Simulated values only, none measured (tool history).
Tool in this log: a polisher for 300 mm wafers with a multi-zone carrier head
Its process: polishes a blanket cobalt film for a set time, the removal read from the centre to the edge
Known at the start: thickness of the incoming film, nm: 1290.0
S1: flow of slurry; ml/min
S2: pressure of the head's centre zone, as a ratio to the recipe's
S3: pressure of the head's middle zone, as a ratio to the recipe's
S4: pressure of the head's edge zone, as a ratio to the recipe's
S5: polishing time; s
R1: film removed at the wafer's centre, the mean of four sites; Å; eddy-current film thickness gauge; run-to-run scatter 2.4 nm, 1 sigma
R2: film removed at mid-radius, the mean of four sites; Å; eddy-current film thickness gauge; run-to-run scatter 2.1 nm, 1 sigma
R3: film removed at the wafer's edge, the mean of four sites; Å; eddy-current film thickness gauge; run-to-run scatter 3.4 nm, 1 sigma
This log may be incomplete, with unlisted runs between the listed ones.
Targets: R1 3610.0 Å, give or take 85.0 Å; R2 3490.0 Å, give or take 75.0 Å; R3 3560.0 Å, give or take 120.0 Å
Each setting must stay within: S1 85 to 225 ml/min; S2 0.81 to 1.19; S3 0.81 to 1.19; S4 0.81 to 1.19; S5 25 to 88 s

{"run": 1, "hour": 0.0, "S1": 145, "S2": 1.0, "S3": 1.0, "S4": 1.0, "S5": 56, "R1": 2782.4, "R2": 2744.2, "R3": 2756.6}
{"run": 2, "hour": 3.0, "S1": 145, "S2": 1.0, "S3": 1.0, "S4": 1.04, "S5": 56, "R1": 2807.9, "R2": 2715.0, "R3": 2828.2}
{"run": 3, "hour": 6.7, "S1": 120, "S2": 1.0, "S3": 1.0, "S4": 1.04, "S5": 56, "R1": 2616.0, "R2": 2564.1, "R3": 2738.1}
{"run": 4, "hour": 12.9, "S1": 145, "S2": 1.0, "S3": 1.02, "S4": 1.08, "S5": 57, "R1": 2864.3, "R2": 2806.9, "R3": 2892.2}
{"run": 5, "hour": 17.0, "S1": 145, "S2": 1.0, "S3": 1.02, "S4": 1.08, "S5": 65, "R1": 3244.1, "R2": 3226.3, "R3": 3317.6}
{"hour": 20.4, "done": "slurry nozzle cleaned"}
{"run": 6, "hour": 20.4, "S1": 145, "S2": 1.0, "S3": 1.02, "S4": 1.02, "S5": 65, "R1": 3454.8, "R2": 3372.9, "R3": 3333.1}
{"run": 7, "hour": 26.5, "S1": 145, "S2": 1.0, "S3": 1.01, "S4": 1.03, "S5": 66, "R1": 3422.3, "R2": 3393.5, "R3": 3446.0}
{"run": 8, "hour": 28.1, "S1": 145, "S2": 1.0, "S3": 1.01, "S4": 1.03, "S5": 66, "R1": 3458.7, "R2": 3398.6, "R3": 3394.7}

Consider the 5 candidate settings below. Which is the only one whose results all fall within their allowed miss of target?
{"run": "A", "hour": 29.7, "S1": 175, "S2": 1.06, "S3": 1.07, "S4": 0.94, "S5": 62, "R1": "?", "R2": "?", "R3": "?"}
{"run": "B", "hour": 29.7, "S1": 145, "S2": 0.93, "S3": 0.96, "S4": 1.04, "S5": 68, "R1": "?", "R2": "?", "R3": "?"}
{"run": "C", "hour": 29.7, "S1": 130, "S2": 1.06, "S3": 0.91, "S4": 1.05, "S5": 71, "R1": "?", "R2": "?", "R3": "?"}
{"run": "D", "hour": 29.7, "S1": 120, "S2": 1.04, "S3": 1.03, "S4": 1.07, "S5": 70, "R1": "?", "R2": "?", "R3": "?"}
{"run": "E", "hour": 29.7, "S1": 160, "S2": 1.12, "S3": 1.07, "S4": 0.99, "S5": 62, "R1": "?", "R2": "?", "R3": "?"}

move=A R1=3601.3 R2=3496.6 R3=3128.4
move=B R1=3318.9 R2=3373.6 R3=3511.5
move=C R1=3840.5 R2=3281.6 R3=3619.9
move=D R1=3630.8 R2=3516.4 R3=3544.6
move=E R1=3736.5 R2=3437.6 R3=3167.5
A: corrects the largest miss of the last run, while another result sits out of spec
B: misses by more than the last run did
C: takes the result that was furthest off past its target
D: every result lands within tolerance
E: takes the result that was furthest off past its target
Go with D: it meets all targets.
